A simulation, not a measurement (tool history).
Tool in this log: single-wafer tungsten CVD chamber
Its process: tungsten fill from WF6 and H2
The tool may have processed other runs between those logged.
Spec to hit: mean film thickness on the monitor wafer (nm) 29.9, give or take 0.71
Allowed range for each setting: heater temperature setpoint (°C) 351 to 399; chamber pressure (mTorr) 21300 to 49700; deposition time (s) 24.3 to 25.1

run	hour	heater temperature setpoint (°C)	chamber pressure (mTorr)	deposition time (s)	mean film thickness on the monitor wafer (nm)
1	0	375	35500	24.3	44.37
2	8.1	375	35500	24.3	44.411
3	9.9	375	30400	24.3	42.369
4	14.8	371	30200	24.3	39.198
5	22	371	30200	24.3	39.403
6	29.4	382	30200	24.3	48.041
7	30.1	382	30200	24.3	48.112
8	32.3	370	29100	24.3	38.269

Exercise: of the 5 proposed moves below, exactly one satisfies all targets within the stated allowed misses. Which move is it?
A	34.5	384	30700	25.1	?
B	34.5	361	29100	24.3	?
C	34.5	364	35200	24.3	?
D	34.5	356	31800	24.3	?
E	34.5	354	27500	24.3	?

move	mean film thickness on the monitor wafer (nm)
A	51.812
B	32.335
C	36.213
D	30.117
E	27.79
A: its largest miss is bigger than the last run's
B: moves toward the targets from the last run without getting all of them in spec
C: moves toward the targets from the last run without getting all of them in spec
D: every result lands within tolerance
E: pushes the last run's worst result past its target
Move D is the one to make.
